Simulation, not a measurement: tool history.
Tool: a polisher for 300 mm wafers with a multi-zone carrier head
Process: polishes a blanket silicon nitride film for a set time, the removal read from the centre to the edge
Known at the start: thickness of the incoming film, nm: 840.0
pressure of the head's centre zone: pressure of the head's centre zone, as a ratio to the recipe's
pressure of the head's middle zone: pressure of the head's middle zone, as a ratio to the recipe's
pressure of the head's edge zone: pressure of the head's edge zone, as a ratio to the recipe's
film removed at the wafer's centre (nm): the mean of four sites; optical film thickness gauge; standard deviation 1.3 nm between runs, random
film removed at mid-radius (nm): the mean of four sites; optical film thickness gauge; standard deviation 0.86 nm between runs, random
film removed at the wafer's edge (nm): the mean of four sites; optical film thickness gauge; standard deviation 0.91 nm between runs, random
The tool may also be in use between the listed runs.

| run | hour | flow of slurry (ml/min) | pressure of the head's centre zone | pressure of the head's middle zone | pressure of the head's edge zone | polishing time (s) | film removed at the wafer's centre (nm) | film removed at mid-radius (nm) | film removed at the wafer's edge (nm) |
|---|---|---|---|---|---|---|---|---|---|
| 1 | 0 | 310 | 1 | 1 | 1 | 66 | 140.81 | 140.94 | 134.07 |
| 2 | 1.5 | 310 | 1 | 1 | 1 | 79 | 167.27 | 165.23 | 158.5 |
| 3 | 8.7 | 310 | 1 | 1 | 1 | 65 | 137.34 | 138.03 | 129.83 |
| 4 | 12.9 | 365 | 1 | 1 | 1 | 65 | 137.6 | 140.28 | 131.59 |
| 5 | 15.8 | 365 | 0.98 | 0.97 | 0.99 | 60 | 121.78 | 126.6 | 123.16 |
| 6 | 18.5 | 365 | 0.98 | 1.02 | 0.99 | 60 | 123.76 | 130.76 | 122.78 |

Forecast run 7:
| 7 | 22.3 | 340 | 0.96 | 0.92 | 0.89 | 42 | ? | ? | ? |

{"run 7": {"film removed at the wafer's centre (nm)": 85.978, "film removed at mid-radius (nm)": 85.083, "film removed at the wafer's edge (nm)": 81.69}}
